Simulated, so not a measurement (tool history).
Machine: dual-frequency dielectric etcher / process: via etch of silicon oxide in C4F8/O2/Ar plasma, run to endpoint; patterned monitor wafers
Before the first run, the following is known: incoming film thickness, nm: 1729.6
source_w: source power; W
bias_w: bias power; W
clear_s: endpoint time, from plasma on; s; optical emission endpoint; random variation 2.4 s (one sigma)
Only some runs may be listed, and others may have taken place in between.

{"run": 1, "hour": 0.0, "source_w": 1350, "bias_w": 1926, "clear_s": 391.68}
{"run": 2, "hour": 1.3, "source_w": 1220, "bias_w": 1885, "clear_s": 405.71}
{"run": 3, "hour": 1.9, "source_w": 1410, "bias_w": 1885, "clear_s": 381.43}
{"run": 4, "hour": 4.4, "source_w": 1410, "bias_w": 1663, "clear_s": 398.34}
{"run": 5, "hour": 11.2, "source_w": 1410, "bias_w": 1800, "clear_s": 394.99}
{"run": 6, "hour": 14.0, "source_w": 1270, "bias_w": 1743, "clear_s": 406.97}
{"run": 7, "hour": 22.7, "source_w": 1160, "bias_w": 1695, "clear_s": 428.88}
{"run": 8, "hour": 28.1, "source_w": 1110, "bias_w": 1682, "clear_s": 436.09}

Forecast run 9:
{"run": 9, "hour": 36.2, "source_w": 1080, "bias_w": 1673, "clear_s": "?"}

Run 9 yielded clear_s 434.85 s.
